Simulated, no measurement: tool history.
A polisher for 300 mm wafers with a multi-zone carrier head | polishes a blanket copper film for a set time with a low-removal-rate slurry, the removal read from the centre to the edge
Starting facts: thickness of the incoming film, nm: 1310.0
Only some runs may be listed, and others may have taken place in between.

| run | hour | flow of slurry (ml/min) | pressure of the head's centre zone | pressure of the head's middle zone | pressure of the head's edge zone | abrasive content of the slurry | polishing time (s) | film removed at the wafer's centre (nm) | film removed at mid-radius (nm) | film removed at the wafer's edge (nm) |
|---|---|---|---|---|---|---|---|---|---|---|
| 1 | 0 | 315 | 1 | 1 | 1 | 1 | 78 | 227.1 | 222.06 | 219.48 |
| 2 | 6.5 | 315 | 1 | 1 | 1 | 0.85 | 78 | 217.32 | 213.49 | 209.77 |
| 3 | 13.5 | 290 | 1 | 1 | 1 | 0.85 | 78 | 212.84 | 214.21 | 208.82 |
| 4 | 21.9 | 285 | 0.97 | 0.95 | 0.99 | 0.8 | 78 | 206.29 | 206.95 | 204.81 |
| 5 | 30.6 | 360 | 0.97 | 0.95 | 0.99 | 0.8 | 78 | 206.17 | 207.26 | 207.29 |
| 6 | 34.8 | 365 | 0.96 | 0.91 | 1.01 | 0.7 | 77 | 202.42 | 191.88 | 198.46 |
| 7 | 41.5 | 365 | 0.96 | 0.91 | 1.01 | 0.7 | 77 | 202.21 | 193.07 | 198.9 |

What does the tool deliver on the next run?
| 8 | 42.8 | 365 | 0.92 | 0.88 | 1.03 | 0.65 | 76 | ? | ? | ? |

film removed at the wafer's centre (nm): 183.63
film removed at mid-radius (nm): 180.76
film removed at the wafer's edge (nm): 197.52
